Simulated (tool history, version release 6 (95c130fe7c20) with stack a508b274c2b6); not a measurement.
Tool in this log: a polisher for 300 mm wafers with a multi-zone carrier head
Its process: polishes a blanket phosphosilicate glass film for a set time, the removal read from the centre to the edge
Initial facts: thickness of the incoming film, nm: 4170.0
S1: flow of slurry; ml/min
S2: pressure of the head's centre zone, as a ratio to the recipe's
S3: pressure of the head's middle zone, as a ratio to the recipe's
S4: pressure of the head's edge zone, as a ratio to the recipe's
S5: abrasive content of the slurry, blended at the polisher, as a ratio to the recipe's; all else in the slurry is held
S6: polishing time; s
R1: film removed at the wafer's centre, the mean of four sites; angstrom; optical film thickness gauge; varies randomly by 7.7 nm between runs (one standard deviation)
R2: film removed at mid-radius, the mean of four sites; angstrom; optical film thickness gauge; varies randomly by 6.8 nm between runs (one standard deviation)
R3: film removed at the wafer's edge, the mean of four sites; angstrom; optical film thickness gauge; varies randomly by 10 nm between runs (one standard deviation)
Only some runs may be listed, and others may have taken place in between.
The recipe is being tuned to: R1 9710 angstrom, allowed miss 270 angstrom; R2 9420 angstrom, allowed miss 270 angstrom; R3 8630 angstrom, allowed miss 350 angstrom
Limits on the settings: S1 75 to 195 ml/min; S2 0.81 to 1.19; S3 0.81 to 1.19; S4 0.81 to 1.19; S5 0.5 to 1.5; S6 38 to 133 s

| run | hour | S1 | S2 | S3 | S4 | S5 | S6 | R1 | R2 | R3 |
|---|---|---|---|---|---|---|---|---|---|---|
| 1 | 0 | 125 | 1 | 1 | 1 | 1 | 85 | 6312.5 | 6333.4 | 6475.6 |
| 2 | 6.1 | 125 | 1 | 1 | 1 | 1 | 100 | 7580.4 | 7497.6 | 7500.5 |
| 3 | 9.9 | 125 | 0.92 | 1 | 1 | 1 | 100 | 6810.1 | 7401.7 | 7613.5 |
| 4 | 14 | 145 | 0.97 | 1.03 | 1.02 | 1.05 | 100 | 7633 | 8007.2 | 7800 |
| 5 | 15.7 | 145 | 0.92 | 1.03 | 1.02 | 1.05 | 100 | 7231.9 | 8102.2 | 7811.4 |
| 6 | 18.2 | 145 | 0.92 | 1.03 | 1.02 | 1.25 | 100 | 7801.2 | 8671 | 8589.6 |
| 7 | 23.7 | 160 | 0.96 | 1.03 | 1.01 | 1.25 | 100 | 8320.8 | 8778.6 | 8603.1 |
| 8 | 31.3 | 170 | 0.99 | 1.04 | 1 | 1.25 | 100 | 8713.3 | 8902.2 | 8545.4 |
| 9 | 34.7 | 175 | 1.01 | 1.05 | 1 | 1.25 | 100 | 8924 | 9055.1 | 8711.6 |

5 next moves are on the table. One of them brings every result within its allowed miss. Which?
| A | 38.1 | 175 | 1.01 | 0.97 | 0.81 | 1.25 | 110 | ? | ? | ? |
| B | 38.1 | 130 | 0.97 | 1.05 | 0.95 | 1.35 | 107 | ? | ? | ? |
| C | 38.1 | 175 | 1 | 1.01 | 1.02 | 1.3 | 99 | ? | ? | ? |
| D | 38.1 | 180 | 0.87 | 1.07 | 1.04 | 1.45 | 98 | ? | ? | ? |
| E | 38.1 | 165 | 1.04 | 0.93 | 0.91 | 1.4 | 103 | ? | ? | ? |

| move | R1 | R2 | R3 |
|---|---|---|---|
| A | 9779 | 9510.1 | 8635.2 |
| B | 8776.3 | 9458.5 | 8881.3 |
| C | 8841.5 | 8924.3 | 8765 |
| D | 7950.2 | 9609.7 | 9130.3 |
| E | 9707 | 8919.6 | 8810.2 |
A: each result inside its tolerance
B: misses by more than the last run did
C: misses by more than the last run did
D: misses by more than the last run did
E: brings the last run's worst result on target, with another outside its allowed miss
The move that meets every target is A.

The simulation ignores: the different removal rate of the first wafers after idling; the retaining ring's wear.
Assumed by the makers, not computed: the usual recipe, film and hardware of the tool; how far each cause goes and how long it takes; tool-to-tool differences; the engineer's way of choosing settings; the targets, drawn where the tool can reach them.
